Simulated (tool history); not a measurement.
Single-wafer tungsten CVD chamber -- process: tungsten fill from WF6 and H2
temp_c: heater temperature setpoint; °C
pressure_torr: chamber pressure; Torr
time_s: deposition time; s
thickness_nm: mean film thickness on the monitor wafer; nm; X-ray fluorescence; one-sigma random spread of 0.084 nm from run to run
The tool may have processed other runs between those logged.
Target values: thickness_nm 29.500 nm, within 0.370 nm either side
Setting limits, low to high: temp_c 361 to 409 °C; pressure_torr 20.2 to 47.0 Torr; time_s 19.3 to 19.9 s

| run | hour | temp_c | pressure_torr | time_s | thickness_nm |
|---|---|---|---|---|---|
| 1 | 0.0 | 385 | 33.6 | 19.3 | 44.849 |
| 2 | 6.3 | 385 | 30.4 | 19.3 | 43.224 |
| 3 | 9.2 | 385 | 30.4 | 19.3 | 43.264 |
| 4 | 16.5 | 383 | 30.4 | 19.3 | 41.772 |
| 5 | 23.0 | 381 | 30.4 | 19.3 | 40.378 |
| 6 | 30.0 | 379 | 30.4 | 19.3 | 38.872 |
| 7 | 37.6 | 377 | 30.4 | 19.3 | 37.417 |
| 8 | 46.2 | 376 | 30.4 | 19.3 | 36.847 |
| 9 | 53.1 | 375 | 30.4 | 19.3 | 36.113 |
| 10 | 53.9 | 374 | 30.4 | 19.3 | 35.794 |
| 11 | 54.6 | 373 | 30.4 | 19.3 | 34.918 |
| 12 | 56.3 | 372 | 30.4 | 19.3 | 34.268 |
| 13 | 62.7 | 371 | 30.4 | 19.3 | 33.808 |
| 14 | 70.7 | 370 | 30.4 | 19.3 | 32.980 |
| 15 | 78.7 | 369 | 30.4 | 19.3 | 32.605 |
| 16 | 83.5 | 368 | 30.4 | 19.3 | 31.903 |
| 17 | 87.9 | 365 | 30.4 | 19.3 | 30.062 |

Below are 5 possible settings for the next run. Only one of them brings all results inside the allowed miss of their targets. Which is it?
| A | 92.3 | 368 | 25.7 | 19.3 | ? |
| B | 92.3 | 364 | 34.5 | 19.3 | ? |
| C | 92.3 | 366 | 28.9 | 19.3 | ? |
| D | 92.3 | 362 | 31.5 | 19.3 | ? |
| E | 92.3 | 362 | 32.1 | 19.6 | ? |

| move | thickness_nm |
|---|---|
| A | 30.133 |
| B | 30.639 |
| C | 30.081 |
| D | 28.645 |
| E | 29.267 |
A: misses by more than the last run did
B: misses by more than the last run did
C: no nearer and no further than the last run
D: carries the result that was furthest off beyond its target, to the other side
E: in spec on every target
So the answer is move E, the one that meets all the targets.

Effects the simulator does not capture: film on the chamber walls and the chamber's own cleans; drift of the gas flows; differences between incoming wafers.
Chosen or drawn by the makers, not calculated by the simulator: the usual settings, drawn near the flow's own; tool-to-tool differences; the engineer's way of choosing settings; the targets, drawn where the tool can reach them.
